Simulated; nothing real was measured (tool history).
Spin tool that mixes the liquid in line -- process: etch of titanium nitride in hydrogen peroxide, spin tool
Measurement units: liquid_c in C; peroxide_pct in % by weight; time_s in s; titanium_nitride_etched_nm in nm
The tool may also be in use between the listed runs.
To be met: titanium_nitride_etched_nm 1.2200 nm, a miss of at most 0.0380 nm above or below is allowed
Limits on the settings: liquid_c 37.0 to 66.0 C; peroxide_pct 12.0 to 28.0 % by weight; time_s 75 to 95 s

run	hour	liquid_c	peroxide_pct	time_s	titanium_nitride_etched_nm
1	0.0	53.0	19.0	95	2.2973
2	5.2	53.0	19.0	75	1.8581
3	8.5	52.0	19.0	75	1.6888
4	13.1	51.5	19.0	75	1.6363
5	17.8	47.0	19.0	75	1.1766
# hour 20.1: heated supply line repaired
6	20.1	47.5	19.0	75	1.5390
7	28.2	46.5	19.0	75	1.4436
8	36.9	46.0	19.0	75	1.3762

Below are 5 possible settings for the next run. Only one of them brings all results inside the allowed miss of their targets. Which is it?
A	45.6	45.5	19.5	75	?
B	45.6	42.5	18.5	80	?
C	45.6	45.5	18.0	90	?
D	45.6	46.5	16.0	90	?
E	45.6	44.5	18.0	75	?

move	titanium_nitride_etched_nm
A	1.3557
B	1.1418
C	1.5993
D	1.6797
E	1.2370
A: nearer the targets than the last run, but a result is still out of spec
B: the result that was furthest off in the last run now lies on the other side of its target
C: moves away from the targets compared with the last run
D: moves away from the targets compared with the last run
E: each result inside its tolerance
Correct choice: E, which meets every target
